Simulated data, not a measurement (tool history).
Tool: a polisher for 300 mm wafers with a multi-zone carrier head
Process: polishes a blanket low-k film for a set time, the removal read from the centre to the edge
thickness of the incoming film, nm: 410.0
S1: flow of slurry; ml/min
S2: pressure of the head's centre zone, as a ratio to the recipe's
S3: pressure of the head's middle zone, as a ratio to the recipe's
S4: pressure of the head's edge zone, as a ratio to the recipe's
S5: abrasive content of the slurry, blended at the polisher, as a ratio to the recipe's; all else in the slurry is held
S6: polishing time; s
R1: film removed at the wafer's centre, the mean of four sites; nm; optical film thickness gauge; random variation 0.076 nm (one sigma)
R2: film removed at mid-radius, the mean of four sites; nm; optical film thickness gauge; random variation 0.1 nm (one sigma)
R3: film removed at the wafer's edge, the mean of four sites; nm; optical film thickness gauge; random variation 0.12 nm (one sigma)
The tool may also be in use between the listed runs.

run	day	S1	S2	S3	S4	S5	S6	R1	R2	R3
1	0	125	1	1	1	1	46	23.842	24.203	24.044
2	0.229	125	1.06	1	1	1	46	25.309	24.466	23.699
3	0.371	125	1.06	1	1	1	53	29.166	27.693	27.468
4	0.65	125	1.06	1	0.95	1	53	29.327	27.953	26.416
5	0.875	125	1.06	1	0.95	1.1	53	30.344	28.669	28.46
6	1.246	125	1.06	1	0.9	1.1	53	30.087	29.354	27.123
7	1.504	120	1.04	0.98	0.9	1.05	51	28.114	26.731	26.196
8	1.721	105	0.94	1.08	0.83	0.8	38	16.231	19.091	16.016
9	1.871	105	0.93	1.07	0.83	0.75	38	15.699	17.909	15.801
10	1.9	105	0.92	1.07	0.83	0.7	37	14.54	17.17	14.912
11	2.129	105	0.92	1.06	0.83	0.7	37	14.609	17.05	14.918
12	2.317	90	0.85	0.97	0.82	0.5	33	10.001	11.765	11.17

The next listed run, before its measurement:
13	2.633	95	0.85	0.97	0.82	0.5	33	?	?	?

R1: 10.182 nm
R2: 11.927 nm
R3: 11.174 nm

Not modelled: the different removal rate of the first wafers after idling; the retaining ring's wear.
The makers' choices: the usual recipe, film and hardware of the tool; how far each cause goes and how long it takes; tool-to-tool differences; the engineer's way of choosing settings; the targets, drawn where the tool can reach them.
